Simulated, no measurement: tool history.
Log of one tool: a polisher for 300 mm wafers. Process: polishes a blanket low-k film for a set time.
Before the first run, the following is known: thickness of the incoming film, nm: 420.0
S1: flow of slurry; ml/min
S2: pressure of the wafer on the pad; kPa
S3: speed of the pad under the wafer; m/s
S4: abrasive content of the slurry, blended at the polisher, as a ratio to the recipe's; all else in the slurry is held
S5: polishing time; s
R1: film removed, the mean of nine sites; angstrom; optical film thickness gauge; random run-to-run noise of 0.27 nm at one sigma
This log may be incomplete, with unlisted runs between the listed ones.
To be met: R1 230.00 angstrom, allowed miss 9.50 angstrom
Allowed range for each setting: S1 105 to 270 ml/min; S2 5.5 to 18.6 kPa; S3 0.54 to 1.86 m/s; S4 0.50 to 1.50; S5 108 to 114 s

run 1 hour=0.0 | S1=175 S2=11.7 S3=1.18 S4=1.00 S5=108 | R1=426.10
run 2 hour=4.4 | S1=200 S2=11.7 S3=1.18 S4=1.00 S5=108 | R1=433.10
run 3 hour=8.5 | S1=200 S2=9.7 S3=1.14 S4=1.00 S5=108 | R1=343.77
run 4 hour=9.4 | S1=200 S2=8.3 S3=1.14 S4=1.00 S5=108 | R1=301.14
run 5 hour=13.1 | S1=200 S2=7.6 S3=1.14 S4=1.00 S5=108 | R1=276.12
run 6 hour=15.3 | S1=200 S2=7.6 S3=1.14 S4=1.00 S5=108 | R1=281.57
run 7 hour=19.1 | S1=200 S2=6.9 S3=1.14 S4=1.00 S5=108 | R1=251.04
run 8 hour=22.2 | S1=195 S2=6.9 S3=1.14 S4=1.00 S5=108 | R1=254.32
run 9 hour=27.9 | S1=190 S2=6.9 S3=1.14 S4=1.00 S5=108 | R1=251.02
run 10 hour=30.5 | S1=180 S2=6.9 S3=1.14 S4=1.00 S5=108 | R1=244.37
run 11 hour=31.4 | S1=175 S2=6.9 S3=1.14 S4=1.00 S5=108 | R1=247.91
run 12 hour=32.9 | S1=170 S2=6.9 S3=1.14 S4=1.00 S5=108 | R1=249.30

Which of these 5 next moves meets every target?
run A hour=34.4 | S1=180 S2=7.6 S3=1.00 S4=1.05 S5=114 | R1=?
run B hour=34.4 | S1=150 S2=6.2 S3=1.06 S4=1.20 S5=111 | R1=?
run C hour=34.4 | S1=215 S2=7.6 S3=0.94 S4=1.00 S5=111 | R1=?
run D hour=34.4 | S1=145 S2=6.2 S3=1.30 S4=1.10 S5=110 | R1=?
run E hour=34.4 | S1=175 S2=7.6 S3=1.14 S4=1.00 S5=109 | R1=?

move=A R1=263.36
move=B R1=230.83
move=C R1=242.83
move=D R1=258.66
move=E R1=272.77
A: its largest miss is bigger than the last run's
B: in spec on every target
C: gains on the last run, yet a result remains outside its allowed miss
D: its largest miss is bigger than the last run's
E: its largest miss is bigger than the last run's
Go with B: it meets all targets.
